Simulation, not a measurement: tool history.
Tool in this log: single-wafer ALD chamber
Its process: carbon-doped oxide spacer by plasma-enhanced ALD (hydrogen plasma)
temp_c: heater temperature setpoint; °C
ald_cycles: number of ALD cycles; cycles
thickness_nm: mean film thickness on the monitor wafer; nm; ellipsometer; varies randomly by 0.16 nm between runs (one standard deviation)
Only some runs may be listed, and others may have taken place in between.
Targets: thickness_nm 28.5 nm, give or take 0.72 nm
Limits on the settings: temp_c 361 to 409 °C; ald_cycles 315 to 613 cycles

run	day	temp_c	ald_cycles	thickness_nm
1	0	385	464	23.638
2	0.392	385	477	24.481
3	0.775	385	487	24.947
4	0.983	385	496	25.454
5	1.358	385	432	21.925
6	1.725	385	449	23.149
7	1.829	385	465	23.82
8	2.154	385	477	24.336
9	2.333	385	488	25.129
10	2.654	385	488	25.033
11	2.762	385	497	25.32
12	2.971	385	506	25.751
13	3.075	385	514	26.32
14	3.367	385	520	26.478
15	3.579	385	526	27.101
16	3.85	385	530	27.251

Pick the move, out of 4, that brings all results within their allowed miss; only one does.
A	4.121	383	581	?
B	4.121	369	555	?
C	4.121	387	498	?
D	4.121	381	589	?

move	thickness_nm
A	29.748
B	28.417
C	25.498
D	30.157
A: the result that was furthest off in the last run now lies on the other side of its target
B: all results land within tolerance of their targets
C: its largest miss is bigger than the last run's
D: the result that was furthest off in the last run now lies on the other side of its target
Move B is the one to make.

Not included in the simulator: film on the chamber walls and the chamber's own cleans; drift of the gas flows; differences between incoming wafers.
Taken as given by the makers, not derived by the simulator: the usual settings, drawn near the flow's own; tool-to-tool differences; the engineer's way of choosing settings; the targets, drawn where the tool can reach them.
